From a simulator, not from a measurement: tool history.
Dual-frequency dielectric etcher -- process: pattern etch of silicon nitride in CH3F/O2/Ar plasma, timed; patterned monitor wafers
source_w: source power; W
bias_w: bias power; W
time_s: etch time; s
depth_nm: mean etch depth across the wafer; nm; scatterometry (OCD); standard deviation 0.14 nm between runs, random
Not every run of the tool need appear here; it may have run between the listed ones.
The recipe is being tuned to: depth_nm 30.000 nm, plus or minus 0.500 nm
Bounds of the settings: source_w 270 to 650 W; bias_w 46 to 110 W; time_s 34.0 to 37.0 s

run  hour  source_w  bias_w  time_s  depth_nm
  1   0.0       460      78    37.0    27.121
  2   5.1       460      87    37.0    28.380
  3  12.2       460      87    34.0    26.033
  4  21.0       460     100    34.0    27.176
  5  25.4       460     109    34.0    28.066
  6  30.4       460     101    34.0    27.152
  7  36.6       560     104    34.0    28.430
  8  38.0       560     105    34.0    28.632
  9  46.0       570     106    34.0    28.840
 10  50.4       580     106    34.0    28.826

Consider the 4 candidate settings below. Which is the only one whose results all fall within their allowed miss of target?
  A  54.8       530     104    34.5         ?
  B  54.8       450     110    34.0         ?
  C  54.8       560      91    36.0         ?
  D  54.8       610     107    34.5         ?

move  depth_nm
   A    28.577
   B    27.730
   C    28.890
   D    29.777
A: its largest miss is bigger than the last run's
B: its largest miss is bigger than the last run's
C: gains on the last run, yet a result remains outside its allowed miss
D: every result lands within tolerance
So the answer is move D, the one that meets all the targets.

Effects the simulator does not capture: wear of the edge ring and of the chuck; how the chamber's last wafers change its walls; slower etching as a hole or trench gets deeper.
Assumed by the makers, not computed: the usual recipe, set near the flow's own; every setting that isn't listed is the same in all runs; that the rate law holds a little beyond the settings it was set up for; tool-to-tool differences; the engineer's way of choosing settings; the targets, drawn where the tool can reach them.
